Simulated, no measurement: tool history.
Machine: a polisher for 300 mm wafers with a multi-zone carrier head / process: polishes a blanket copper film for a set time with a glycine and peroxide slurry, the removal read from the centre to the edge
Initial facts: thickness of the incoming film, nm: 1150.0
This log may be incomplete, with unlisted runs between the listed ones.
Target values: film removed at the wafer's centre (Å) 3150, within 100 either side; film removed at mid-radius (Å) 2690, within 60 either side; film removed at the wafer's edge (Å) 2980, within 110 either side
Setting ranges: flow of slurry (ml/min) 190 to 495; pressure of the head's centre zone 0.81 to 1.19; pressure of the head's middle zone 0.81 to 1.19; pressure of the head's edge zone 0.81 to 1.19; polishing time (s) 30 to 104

run    day  flow of slurry (ml/min)  pressure of the head's centre zone  pressure of the head's middle zone  pressure of the head's edge zone  polishing time (s)  film removed at the wafer's centre (Å)  film removed at mid-radius (Å)  film removed at the wafer's edge (Å)
  1      0                      320                                   1                                   1                                 1                  67                                  3338.9                          3280.9                                3244.8
  2  0.138                      310                                   1                                0.95                              0.97                  66                                  3254.4                          3065.4                                3156.1
  3  0.496                      310                                   1                                0.89                              0.97                  66                                  3244.3                          2949.8                                  3189
  4  0.612                      300                                   1                                0.87                              0.94                  66                                  3253.2                          2857.4                                3079.7
  5  0.888                      270                                   1                                0.87                              0.94                  66                                  3201.7                          2819.5                                3086.7
     1.071  -- slurry nozzle cleaned
  6  1.071                      260                                   1                                0.86                              0.93                  66                                  3330.1                          2883.1                                3182.5
  7  1.354                      280                                0.99                                0.84                              0.92                  66                                  3371.4                          2893.3                                3148.7
  8  1.525                      280                                   1                                0.84                              0.93                  65                                  3323.8                          2866.5                                3119.4

Which one of the following 4 next-run settings gets every result inside its allowed miss? There is exactly one.
  A  1.696                      190                                1.13                                0.81                                 1                  67                                       ?                               ?                                     ?
  B  1.696                      265                                1.02                                0.86                              0.94                  64                                       ?                               ?                                     ?
  C  1.696                      355                                 1.1                                0.93                              0.95                  63                                       ?                               ?                                     ?
  D  1.696                      340                                0.96                                0.81                              0.86                  62                                       ?                               ?                                     ?

move  film removed at the wafer's centre (Å)  film removed at mid-radius (Å)  film removed at the wafer's edge (Å)
   A                                  3577.6                          2680.1                                3170.3
   B                                  3293.9                          2834.2                                3055.1
   C                                  3602.2                          3069.7                                3092.5
   D                                  3107.9                          2687.3                                2903.1
A: the worst result of the last run now meets its target, but another is out of spec
B: closer than the last run, but not yet in spec
C: lands further from the targets than the last run did
D: every result within its allowed miss
Move D is the one to make.
